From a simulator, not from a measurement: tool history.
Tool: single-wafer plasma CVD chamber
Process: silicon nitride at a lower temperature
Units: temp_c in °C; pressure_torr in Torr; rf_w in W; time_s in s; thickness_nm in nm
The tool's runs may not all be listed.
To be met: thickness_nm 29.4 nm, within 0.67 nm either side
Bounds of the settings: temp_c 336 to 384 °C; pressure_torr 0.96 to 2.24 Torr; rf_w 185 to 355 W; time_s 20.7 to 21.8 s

{"run": 1, "hour": 0.0, "temp_c": 360, "pressure_torr": 1.6, "rf_w": 270, "time_s": 21.8, "thickness_nm": 24.953}
{"run": 2, "hour": 1.9, "temp_c": 360, "pressure_torr": 1.65, "rf_w": 275, "time_s": 21.8, "thickness_nm": 25.513}
{"run": 3, "hour": 9.6, "temp_c": 360, "pressure_torr": 1.7, "rf_w": 280, "time_s": 21.8, "thickness_nm": 26.12}
{"run": 4, "hour": 15.7, "temp_c": 360, "pressure_torr": 1.74, "rf_w": 280, "time_s": 21.8, "thickness_nm": 26.316}
{"run": 5, "hour": 22.8, "temp_c": 360, "pressure_torr": 1.59, "rf_w": 280, "time_s": 21.8, "thickness_nm": 25.673}
{"run": 6, "hour": 26.2, "temp_c": 360, "pressure_torr": 1.64, "rf_w": 285, "time_s": 21.8, "thickness_nm": 26.226}
{"run": 7, "hour": 34.7, "temp_c": 360, "pressure_torr": 1.68, "rf_w": 285, "time_s": 21.8, "thickness_nm": 26.419}
{"run": 8, "hour": 42.5, "temp_c": 360, "pressure_torr": 1.72, "rf_w": 285, "time_s": 21.8, "thickness_nm": 26.631}
{"run": 9, "hour": 47.8, "temp_c": 360, "pressure_torr": 1.76, "rf_w": 285, "time_s": 21.8, "thickness_nm": 26.639}
{"run": 10, "hour": 54.5, "temp_c": 360, "pressure_torr": 1.79, "rf_w": 290, "time_s": 21.8, "thickness_nm": 27.097}
{"run": 11, "hour": 58.5, "temp_c": 360, "pressure_torr": 1.82, "rf_w": 290, "time_s": 21.8, "thickness_nm": 27.386}
{"run": 12, "hour": 63.8, "temp_c": 360, "pressure_torr": 1.85, "rf_w": 290, "time_s": 21.8, "thickness_nm": 27.307}

Which of these 4 next moves meets every target?
{"run": "A", "hour": 69.1, "temp_c": 348, "pressure_torr": 2.24, "rf_w": 300, "time_s": 21.8, "thickness_nm": "?"}
{"run": "B", "hour": 69.1, "temp_c": 371, "pressure_torr": 2.24, "rf_w": 325, "time_s": 21.8, "thickness_nm": "?"}
{"run": "C", "hour": 69.1, "temp_c": 368, "pressure_torr": 2.22, "rf_w": 320, "time_s": 21.8, "thickness_nm": "?"}
{"run": "D", "hour": 69.1, "temp_c": 363, "pressure_torr": 2.02, "rf_w": 335, "time_s": 21.8, "thickness_nm": "?"}

move=A thickness_nm=29.552
move=B thickness_nm=31.136
move=C thickness_nm=30.752
move=D thickness_nm=31.157
A: hits every target within its allowed miss
B: the result that was furthest off in the last run now lies on the other side of its target
C: the result that was furthest off in the last run now lies on the other side of its target
D: the result that was furthest off in the last run now lies on the other side of its target
Go with A: it meets all targets.
